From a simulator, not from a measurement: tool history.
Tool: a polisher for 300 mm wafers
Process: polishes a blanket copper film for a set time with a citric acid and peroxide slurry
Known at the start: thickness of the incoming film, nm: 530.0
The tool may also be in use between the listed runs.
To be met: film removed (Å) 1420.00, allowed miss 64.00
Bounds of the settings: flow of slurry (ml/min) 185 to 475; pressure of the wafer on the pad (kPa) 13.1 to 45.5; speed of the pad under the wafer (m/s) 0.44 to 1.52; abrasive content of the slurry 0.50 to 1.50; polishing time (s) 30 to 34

| run | hour | flow of slurry (ml/min) | pressure of the wafer on the pad (kPa) | speed of the pad under the wafer (m/s) | abrasive content of the slurry | polishing time (s) | film removed (Å) |
|---|---|---|---|---|---|---|---|
| 1 | 0.0 | 305 | 29.0 | 0.98 | 1.00 | 34 | 1046.70 |
| 2 | 4.4 | 305 | 31.0 | 0.98 | 1.00 | 34 | 1093.70 |
| 3 | 12.8 | 305 | 31.0 | 0.98 | 0.80 | 34 | 1055.70 |
| 4 | 14.2 | 305 | 26.9 | 0.98 | 0.80 | 34 | 957.76 |
| 5 | 20.1 | 305 | 26.9 | 0.98 | 0.80 | 30 | 848.46 |
| 6 | 21.4 | 305 | 26.9 | 1.12 | 0.80 | 30 | 944.51 |
| 7 | 29.7 | 305 | 30.3 | 1.14 | 0.80 | 30 | 1064.20 |
| 8 | 36.1 | 305 | 38.6 | 1.16 | 0.80 | 30 | 1284.30 |
| 9 | 38.3 | 305 | 39.3 | 1.16 | 0.80 | 30 | 1322.80 |
| 10 | 43.0 | 305 | 40.0 | 1.16 | 0.80 | 30 | 1335.20 |

5 next moves are on the table. One of them brings every result within its allowed miss. Which?
| A | 47.7 | 340 | 40.0 | 1.20 | 0.85 | 33 | ? |
| B | 47.7 | 315 | 37.9 | 1.32 | 0.50 | 31 | ? |
| C | 47.7 | 335 | 41.4 | 1.14 | 0.75 | 34 | ? |
| D | 47.7 | 290 | 42.7 | 1.28 | 0.85 | 30 | ? |
| E | 47.7 | 310 | 44.8 | 0.94 | 0.60 | 33 | ? |

| move | film removed (Å) |
|---|---|
| A | 1538.30 |
| B | 1400.10 |
| C | 1516.60 |
| D | 1550.20 |
| E | 1250.20 |
A: takes the result that was furthest off past its target
B: meets every target
C: takes the result that was furthest off past its target
D: takes the result that was furthest off past its target
E: further off than the last run
Move B is the one to make.
